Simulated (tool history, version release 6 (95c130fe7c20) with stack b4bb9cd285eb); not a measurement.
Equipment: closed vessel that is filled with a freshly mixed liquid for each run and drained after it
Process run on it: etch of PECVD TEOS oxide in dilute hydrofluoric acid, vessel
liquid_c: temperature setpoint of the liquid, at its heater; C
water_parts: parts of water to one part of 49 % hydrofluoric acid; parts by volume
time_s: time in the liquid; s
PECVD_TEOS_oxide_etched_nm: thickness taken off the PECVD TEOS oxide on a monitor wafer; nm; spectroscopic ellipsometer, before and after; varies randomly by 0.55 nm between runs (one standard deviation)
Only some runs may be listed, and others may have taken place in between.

run 1 day=0 | liquid_c=26 water_parts=125 time_s=185 | PECVD_TEOS_oxide_etched_nm=32.29
run 2 day=0.321 | liquid_c=28 water_parts=115 time_s=185 | PECVD_TEOS_oxide_etched_nm=38.199
run 3 day=0.358 | liquid_c=29.5 water_parts=110 time_s=185 | PECVD_TEOS_oxide_etched_nm=41.872
run 4 day=0.458 | liquid_c=27 water_parts=110 time_s=185 | PECVD_TEOS_oxide_etched_nm=37.981
run 5 day=0.671 | liquid_c=29 water_parts=105 time_s=185 | PECVD_TEOS_oxide_etched_nm=43.103
run 6 day=0.962 | liquid_c=30.5 water_parts=100 time_s=185 | PECVD_TEOS_oxide_etched_nm=48.907
run 7 day=1.179 | liquid_c=30.5 water_parts=100 time_s=185 | PECVD_TEOS_oxide_etched_nm=48.132
run 8 day=1.538 | liquid_c=31.5 water_parts=100 time_s=185 | PECVD_TEOS_oxide_etched_nm=51.399
run 9 day=1.871 | liquid_c=32 water_parts=100 time_s=185 | PECVD_TEOS_oxide_etched_nm=51.861
run 10 day=2.092 | liquid_c=32.5 water_parts=100 time_s=185 | PECVD_TEOS_oxide_etched_nm=52.657

Run 11 has not been measured yet. What should we expect?
run 11 day=2.196 | liquid_c=33 water_parts=100 time_s=185 | PECVD_TEOS_oxide_etched_nm=?

PECVD_TEOS_oxide_etched_nm: 53.168 nm

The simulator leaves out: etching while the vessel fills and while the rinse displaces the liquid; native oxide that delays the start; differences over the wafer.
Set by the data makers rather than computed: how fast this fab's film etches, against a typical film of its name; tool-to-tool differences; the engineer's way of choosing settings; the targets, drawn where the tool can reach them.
